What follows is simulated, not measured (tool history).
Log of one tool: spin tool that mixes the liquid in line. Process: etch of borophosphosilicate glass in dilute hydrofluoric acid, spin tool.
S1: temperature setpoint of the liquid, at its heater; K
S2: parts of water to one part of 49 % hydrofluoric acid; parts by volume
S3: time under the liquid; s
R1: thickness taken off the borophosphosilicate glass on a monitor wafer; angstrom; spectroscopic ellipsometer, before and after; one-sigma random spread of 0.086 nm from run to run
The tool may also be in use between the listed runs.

| run | day | S1 | S2 | S3 | R1 |
|---|---|---|---|---|---|
| 1 | 0.000 | 297.15 | 95 | 15 | 75.710 |
| 2 | 0.062 | 298.15 | 90 | 15 | 82.518 |
| 3 | 0.329 | 298.15 | 90 | 15 | 82.452 |
| 4 | 0.521 | 298.15 | 90 | 15 | 82.237 |
| 5 | 0.888 | 298.65 | 85 | 15 | 89.525 |
| 6 | 1.062 | 298.65 | 100 | 15 | 74.184 |
| 7 | 1.346 | 299.15 | 95 | 15 | 80.239 |
| 8 | 1.371 | 299.65 | 90 | 15 | 86.725 |
| 9 | 1.625 | 303.65 | 60 | 15 | 158.310 |
| 10 | 1.900 | 303.15 | 60 | 15 | 157.540 |
| 11 | 1.975 | 302.65 | 60 | 15 | 153.800 |

Expected results for the next run?
| 12 | 2.275 | 301.65 | 60 | 15 | ? |

R1: 148.480 angstrom
